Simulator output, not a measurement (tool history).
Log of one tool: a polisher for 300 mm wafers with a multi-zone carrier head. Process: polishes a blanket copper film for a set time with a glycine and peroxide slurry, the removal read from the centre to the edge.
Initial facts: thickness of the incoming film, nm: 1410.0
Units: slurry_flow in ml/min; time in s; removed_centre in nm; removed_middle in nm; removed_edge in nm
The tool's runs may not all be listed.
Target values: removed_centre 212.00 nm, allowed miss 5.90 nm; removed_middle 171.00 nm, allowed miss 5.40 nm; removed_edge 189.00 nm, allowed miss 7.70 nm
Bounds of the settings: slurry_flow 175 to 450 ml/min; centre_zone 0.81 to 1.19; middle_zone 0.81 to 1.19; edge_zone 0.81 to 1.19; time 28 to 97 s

{"run": 1, "day": 0.0, "slurry_flow": 290, "centre_zone": 1.0, "middle_zone": 1.0, "edge_zone": 1.0, "time": 62, "removed_centre": 249.36, "removed_middle": 256.19, "removed_edge": 252.67}
{"run": 2, "day": 0.15, "slurry_flow": 285, "centre_zone": 1.01, "middle_zone": 0.97, "edge_zone": 0.98, "time": 59, "removed_centre": 236.64, "removed_middle": 233.26, "removed_edge": 237.45}
{"run": 3, "day": 0.338, "slurry_flow": 285, "centre_zone": 1.08, "middle_zone": 0.97, "edge_zone": 0.98, "time": 59, "removed_centre": 253.47, "removed_middle": 235.62, "removed_edge": 232.63}
{"run": 4, "day": 0.538, "slurry_flow": 285, "centre_zone": 1.08, "middle_zone": 0.97, "edge_zone": 1.04, "time": 59, "removed_centre": 255.46, "removed_middle": 233.87, "removed_edge": 246.0}
{"run": 5, "day": 0.912, "slurry_flow": 285, "centre_zone": 1.08, "middle_zone": 0.93, "edge_zone": 1.04, "time": 59, "removed_centre": 251.05, "removed_middle": 225.43, "removed_edge": 240.43}
{"run": 6, "day": 1.129, "slurry_flow": 285, "centre_zone": 1.08, "middle_zone": 0.93, "edge_zone": 1.08, "time": 59, "removed_centre": 252.01, "removed_middle": 231.04, "removed_edge": 248.42}
{"run": 7, "day": 1.229, "slurry_flow": 275, "centre_zone": 1.08, "middle_zone": 0.91, "edge_zone": 1.05, "time": 57, "removed_centre": 242.32, "removed_middle": 218.41, "removed_edge": 232.98}
{"run": 8, "day": 1.454, "slurry_flow": 285, "centre_zone": 1.09, "middle_zone": 0.89, "edge_zone": 1.05, "time": 55, "removed_centre": 238.09, "removed_middle": 204.8, "removed_edge": 223.21}
{"run": 9, "day": 1.617, "slurry_flow": 290, "centre_zone": 1.09, "middle_zone": 0.88, "edge_zone": 1.04, "time": 54, "removed_centre": 234.57, "removed_middle": 200.85, "removed_edge": 223.14}
{"run": 10, "day": 1.8, "slurry_flow": 230, "centre_zone": 1.13, "middle_zone": 0.84, "edge_zone": 0.94, "time": 45, "removed_centre": 197.06, "removed_middle": 158.04, "removed_edge": 169.85}
{"run": 11, "day": 1.908, "slurry_flow": 245, "centre_zone": 1.13, "middle_zone": 0.84, "edge_zone": 0.96, "time": 45, "removed_centre": 200.16, "removed_middle": 160.42, "removed_edge": 178.1}
{"run": 12, "day": 2.067, "slurry_flow": 255, "centre_zone": 1.13, "middle_zone": 0.85, "edge_zone": 0.96, "time": 45, "removed_centre": 199.91, "removed_middle": 162.33, "removed_edge": 178.45}

Next run, 5 choices. One meets every target within its allowed miss, the rest don't. Which?
{"run": "A", "day": 2.225, "slurry_flow": 325, "centre_zone": 1.05, "middle_zone": 0.89, "edge_zone": 1.01, "time": 45, "removed_centre": "?", "removed_middle": "?", "removed_edge": "?"}
{"run": "B", "day": 2.225, "slurry_flow": 200, "centre_zone": 1.04, "middle_zone": 0.93, "edge_zone": 0.89, "time": 46, "removed_centre": "?", "removed_middle": "?", "removed_edge": "?"}
{"run": "C", "day": 2.225, "slurry_flow": 205, "centre_zone": 1.09, "middle_zone": 0.92, "edge_zone": 0.94, "time": 45, "removed_centre": "?", "removed_middle": "?", "removed_edge": "?"}
{"run": "D", "day": 2.225, "slurry_flow": 235, "centre_zone": 1.14, "middle_zone": 0.86, "edge_zone": 1.0, "time": 47, "removed_centre": "?", "removed_middle": "?", "removed_edge": "?"}
{"run": "E", "day": 2.225, "slurry_flow": 295, "centre_zone": 1.03, "middle_zone": 0.95, "edge_zone": 1.05, "time": 42, "removed_centre": "?", "removed_middle": "?", "removed_edge": "?"}

move=A removed_centre=193.31 removed_middle=171.89 removed_edge=184.97
move=B removed_centre=187.47 removed_middle=174.40 removed_edge=172.88
move=C removed_centre=192.73 removed_middle=169.61 removed_edge=173.75
move=D removed_centre=213.27 removed_middle=170.83 removed_edge=188.68
move=E removed_centre=175.64 removed_middle=166.89 removed_edge=174.88
A: further off than the last run
B: further off than the last run
C: further off than the last run
D: every result within its allowed miss
E: further off than the last run
D meets every target.
